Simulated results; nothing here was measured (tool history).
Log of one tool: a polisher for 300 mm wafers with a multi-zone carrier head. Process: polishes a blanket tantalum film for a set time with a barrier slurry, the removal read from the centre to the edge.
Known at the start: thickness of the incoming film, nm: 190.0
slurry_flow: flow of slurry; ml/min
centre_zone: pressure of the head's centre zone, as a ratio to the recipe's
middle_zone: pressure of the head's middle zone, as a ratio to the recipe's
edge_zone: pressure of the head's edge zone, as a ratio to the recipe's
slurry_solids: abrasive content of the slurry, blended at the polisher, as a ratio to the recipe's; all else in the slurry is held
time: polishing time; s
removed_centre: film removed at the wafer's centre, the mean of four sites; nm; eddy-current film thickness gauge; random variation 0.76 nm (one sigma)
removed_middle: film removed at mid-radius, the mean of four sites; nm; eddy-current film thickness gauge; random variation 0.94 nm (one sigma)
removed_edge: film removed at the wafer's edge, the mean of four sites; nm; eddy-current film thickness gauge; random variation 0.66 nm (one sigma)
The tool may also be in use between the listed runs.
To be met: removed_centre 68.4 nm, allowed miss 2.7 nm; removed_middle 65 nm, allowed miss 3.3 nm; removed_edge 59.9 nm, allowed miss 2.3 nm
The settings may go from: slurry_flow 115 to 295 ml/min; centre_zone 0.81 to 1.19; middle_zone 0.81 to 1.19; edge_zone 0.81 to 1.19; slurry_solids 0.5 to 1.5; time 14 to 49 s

{"run": 1, "hour": 0.0, "slurry_flow": 190, "centre_zone": 1, "middle_zone": 1, "edge_zone": 1, "slurry_solids": 1, "time": 31, "removed_centre": 71.503, "removed_middle": 72.268, "removed_edge": 76.348}
{"run": 2, "hour": 5.8, "slurry_flow": 190, "centre_zone": 1.02, "middle_zone": 1.01, "edge_zone": 0.97, "slurry_solids": 0.9, "time": 31, "removed_centre": 71.74, "removed_middle": 71.676, "removed_edge": 72.411}
{"run": 3, "hour": 11.9, "slurry_flow": 185, "centre_zone": 1.03, "middle_zone": 1.01, "edge_zone": 0.94, "slurry_solids": 0.85, "time": 31, "removed_centre": 72.464, "removed_middle": 69.037, "removed_edge": 69.391}
{"run": 4, "hour": 19.4, "slurry_flow": 180, "centre_zone": 1.03, "middle_zone": 1.02, "edge_zone": 0.92, "slurry_solids": 0.8, "time": 31, "removed_centre": 69.403, "removed_middle": 66.771, "removed_edge": 66.502}
{"run": 5, "hour": 21.4, "slurry_flow": 175, "centre_zone": 1.03, "middle_zone": 1.03, "edge_zone": 0.9, "slurry_solids": 0.8, "time": 31, "removed_centre": 68.429, "removed_middle": 66.673, "removed_edge": 66.079}
{"run": 6, "hour": 26.0, "slurry_flow": 175, "centre_zone": 1.03, "middle_zone": 1.03, "edge_zone": 0.9, "slurry_solids": 0.95, "time": 31, "removed_centre": 73.122, "removed_middle": 71.758, "removed_edge": 68.67}
{"run": 7, "hour": 28.2, "slurry_flow": 170, "centre_zone": 1.03, "middle_zone": 1.03, "edge_zone": 0.88, "slurry_solids": 0.95, "time": 31, "removed_centre": 70.803, "removed_middle": 72.338, "removed_edge": 70.33}
{"run": 8, "hour": 33.2, "slurry_flow": 170, "centre_zone": 1.04, "middle_zone": 1.04, "edge_zone": 0.87, "slurry_solids": 0.9, "time": 31, "removed_centre": 70.618, "removed_middle": 70.299, "removed_edge": 69.016}
{"run": 9, "hour": 41.1, "slurry_flow": 175, "centre_zone": 1.12, "middle_zone": 1.14, "edge_zone": 0.81, "slurry_solids": 0.65, "time": 29, "removed_centre": 62.576, "removed_middle": 61.695, "removed_edge": 54.341}
{"run": 10, "hour": 45.9, "slurry_flow": 180, "centre_zone": 1.12, "middle_zone": 1.13, "edge_zone": 0.83, "slurry_solids": 0.65, "time": 29, "removed_centre": 62.546, "removed_middle": 61.275, "removed_edge": 55.243}
{"run": 11, "hour": 53.9, "slurry_flow": 185, "centre_zone": 1.13, "middle_zone": 1.13, "edge_zone": 0.84, "slurry_solids": 0.65, "time": 29, "removed_centre": 63.234, "removed_middle": 62.209, "removed_edge": 54.68}
{"run": 12, "hour": 62.4, "slurry_flow": 185, "centre_zone": 1.13, "middle_zone": 1.12, "edge_zone": 0.85, "slurry_solids": 0.7, "time": 29, "removed_centre": 65.233, "removed_middle": 62.964, "removed_edge": 56.671}

Which of these 5 next moves meets every target?
{"run": "A", "hour": 70.9, "slurry_flow": 250, "centre_zone": 1.16, "middle_zone": 1.18, "edge_zone": 0.95, "slurry_solids": 0.7, "time": 28, "removed_centre": "?", "removed_middle": "?", "removed_edge": "?"}
{"run": "B", "hour": 70.9, "slurry_flow": 205, "centre_zone": 1.11, "middle_zone": 1.19, "edge_zone": 0.83, "slurry_solids": 0.75, "time": 26, "removed_centre": "?", "removed_middle": "?", "removed_edge": "?"}
{"run": "C", "hour": 70.9, "slurry_flow": 260, "centre_zone": 1.03, "middle_zone": 1.18, "edge_zone": 0.87, "slurry_solids": 0.55, "time": 31, "removed_centre": "?", "removed_middle": "?", "removed_edge": "?"}
{"run": "D", "hour": 70.9, "slurry_flow": 175, "centre_zone": 1.11, "middle_zone": 1.08, "edge_zone": 0.94, "slurry_solids": 0.9, "time": 28, "removed_centre": "?", "removed_middle": "?", "removed_edge": "?"}
{"run": "E", "hour": 70.9, "slurry_flow": 140, "centre_zone": 1.02, "middle_zone": 1.02, "edge_zone": 0.89, "slurry_solids": 0.6, "time": 34, "removed_centre": "?", "removed_middle": "?", "removed_edge": "?"}

move=A removed_centre=68.285 removed_middle=65.279 removed_edge=59.366
move=B removed_centre=61.324 removed_middle=61.263 removed_edge=52.395
move=C removed_centre=61.164 removed_middle=64.21 removed_edge=55.977
move=D removed_centre=68.94 removed_middle=64.713 removed_edge=63.032
move=E removed_centre=62.538 removed_middle=60.773 removed_edge=60.655
A: meets every target
B: further off than the last run
C: further off than the last run
D: takes the result that was furthest off past its target
E: brings the result that was furthest off to its target, and leaves another outside
Move A is the one to make.
